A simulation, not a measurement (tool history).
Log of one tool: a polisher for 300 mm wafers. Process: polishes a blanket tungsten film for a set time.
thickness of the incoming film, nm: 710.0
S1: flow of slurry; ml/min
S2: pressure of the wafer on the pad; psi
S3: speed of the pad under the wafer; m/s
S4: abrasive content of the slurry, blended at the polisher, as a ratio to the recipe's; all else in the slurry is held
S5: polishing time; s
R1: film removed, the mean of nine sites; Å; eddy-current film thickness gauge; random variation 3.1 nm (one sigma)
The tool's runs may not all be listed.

run 1 hour=0.0 | S1=120 S2=4.2 S3=1.34 S4=1.0 S5=25 | R1=2153.8
run 2 hour=7.6 | S1=125 S2=4.5 S3=1.34 S4=1.0 S5=25 | R1=2290.2
run 3 hour=10.4 | S1=135 S2=4.5 S3=1.34 S4=1.0 S5=25 | R1=2348.0
run 4 hour=16.0 | S1=150 S2=4.5 S3=1.34 S4=1.0 S5=25 | R1=2401.9
run 5 hour=18.1 | S1=150 S2=4.8 S3=1.34 S4=1.0 S5=25 | R1=2499.6
run 6 hour=24.8 | S1=150 S2=4.2 S3=1.34 S4=1.0 S5=25 | R1=2254.8

The next listed run, before its measurement:
run 7 hour=27.5 | S1=150 S2=4.2 S3=1.34 S4=1.0 S5=25 | R1=?

R1: 2259.5 Å
